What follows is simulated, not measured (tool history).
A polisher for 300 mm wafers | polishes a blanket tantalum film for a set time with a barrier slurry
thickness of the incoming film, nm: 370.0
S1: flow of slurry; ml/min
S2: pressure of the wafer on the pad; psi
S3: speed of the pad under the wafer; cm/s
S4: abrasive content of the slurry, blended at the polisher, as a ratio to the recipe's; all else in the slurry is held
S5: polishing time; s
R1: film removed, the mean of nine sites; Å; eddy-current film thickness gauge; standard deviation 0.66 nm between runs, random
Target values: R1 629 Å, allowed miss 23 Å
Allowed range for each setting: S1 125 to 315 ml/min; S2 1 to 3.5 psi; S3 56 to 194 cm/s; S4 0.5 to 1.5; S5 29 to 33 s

run	hour	S1	S2	S3	S4	S5	R1
1	0	205	2.2	124	1	33	927.68
2	4	205	2.6	124	1	33	1056.4
3	12.9	205	2.6	124	1	33	1072.7
4	17.8	205	2.6	124	1	29	940.74
5	21.2	205	2.6	154	1	29	1149.5
6	26.5	205	2.6	154	1.15	29	1192.9
7	29	205	2.2	152	1.15	29	1016.5
8	31.8	205	1.9	150	1.15	29	894.58
9	34	205	1.7	150	1.15	29	812.61
10	38.8	205	1.6	150	1.15	29	786.51
11	47.7	205	1.5	150	1.15	29	735.24
12	51	205	1.4	150	1.15	29	700.88
13	59.1	205	1.3	150	1.15	29	651.43
14	62.2	205	1.3	150	1.15	29	650.65

4 next moves are on the table. One of them brings every result within its allowed miss. Which?
A	65.3	130	1.3	160	1.1	32	?
B	65.3	255	1.3	154	1.1	30	?
C	65.3	210	1.2	148	1.2	30	?
D	65.3	260	1.2	144	1.3	33	?

move	R1
A	720.19
B	710.18
C	645.32
D	723.56
A: lands further from the targets than the last run did
B: lands further from the targets than the last run did
C: each result inside its tolerance
D: lands further from the targets than the last run did
So the answer is move C, the one that meets all the targets.
